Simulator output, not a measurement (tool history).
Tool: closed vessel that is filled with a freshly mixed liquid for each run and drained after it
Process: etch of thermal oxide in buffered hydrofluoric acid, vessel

run	hour	temperature setpoint of the liquid (°C)	parts of 40 % ammonium fluoride to one part of 49 % hydrofluoric acid (parts by volume)	time in the liquid (s)	thickness taken off the thermal oxide on a monitor wafer (Å)
1	0.0	24.0	10.0	30	351.05
2	8.7	24.0	8.0	30	426.93
3	11.8	24.0	8.0	30	427.11
4	16.3	26.0	8.0	30	476.57
5	20.8	27.0	8.0	30	502.79
6	25.4	27.0	8.0	30	505.45
7	28.3	28.0	8.0	30	535.08

Forecast run 8:
8	33.1	28.5	8.0	30	?

Run 8 gave thickness taken off the thermal oxide on a monitor wafer (Å) 547.31.
